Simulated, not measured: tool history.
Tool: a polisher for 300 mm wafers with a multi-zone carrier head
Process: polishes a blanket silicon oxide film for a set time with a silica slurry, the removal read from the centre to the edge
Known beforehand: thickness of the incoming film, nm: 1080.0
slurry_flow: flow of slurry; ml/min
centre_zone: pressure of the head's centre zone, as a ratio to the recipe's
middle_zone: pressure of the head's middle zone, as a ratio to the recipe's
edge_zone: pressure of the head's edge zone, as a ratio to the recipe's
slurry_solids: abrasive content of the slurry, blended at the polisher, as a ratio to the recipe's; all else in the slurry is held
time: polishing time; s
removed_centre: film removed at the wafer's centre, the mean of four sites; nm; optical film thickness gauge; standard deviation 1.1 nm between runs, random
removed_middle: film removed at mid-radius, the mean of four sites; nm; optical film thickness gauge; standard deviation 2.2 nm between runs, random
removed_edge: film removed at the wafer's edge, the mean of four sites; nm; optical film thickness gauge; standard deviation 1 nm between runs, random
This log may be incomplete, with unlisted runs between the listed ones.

run,hour,slurry_flow,centre_zone,middle_zone,edge_zone,slurry_solids,time,removed_centre,removed_middle,removed_edge
1,0.0,230,1.00,1.00,1.00,1.00,46,131.51,134.64,134.38
2,8.2,240,1.00,1.03,1.01,1.05,46,137.08,142.55,138.80
3,15.7,240,1.06,1.03,1.01,1.05,46,145.16,139.14,140.61
4,20.9,250,1.05,1.05,1.01,1.10,46,148.75,147.12,144.68
5,23.2,260,1.04,1.07,1.01,1.15,46,151.39,156.03,148.22
6,30.7,260,1.04,1.07,1.01,1.00,46,139.98,143.49,135.97
7,33.0,270,1.04,1.09,1.02,1.05,46,144.61,150.90,143.28
8,34.9,280,1.04,1.11,1.02,1.10,46,150.02,156.84,145.84
9,40.0,285,1.03,1.12,1.02,1.15,46,152.48,163.72,149.21
10,42.6,285,1.03,1.12,1.02,1.15,46,151.19,160.77,149.12
11,47.5,285,1.03,1.12,1.02,1.15,46,150.77,163.58,151.65
12,53.5,290,1.03,1.13,1.01,1.20,46,156.41,167.47,151.31
13,58.6,295,1.02,1.14,1.01,1.25,46,158.72,172.90,154.99
14,61.8,300,1.01,1.15,1.01,1.30,46,159.99,182.67,158.67
15,67.9,305,1.01,1.16,1.01,1.30,46,159.91,178.08,158.22
16,74.9,305,1.00,1.16,1.01,1.35,46,160.61,183.51,161.11
17,77.9,310,1.00,1.16,1.01,1.35,46,160.25,182.50,161.63
18,80.0,305,1.00,1.16,1.01,1.35,46,160.07,182.83,160.71

What does the tool deliver on the next run?
19,81.8,315,0.99,1.18,1.00,1.40,46,?,?,?

{"run 19": {"removed_centre": 160.79, "removed_middle": 186.49, "removed_edge": 161.72}}
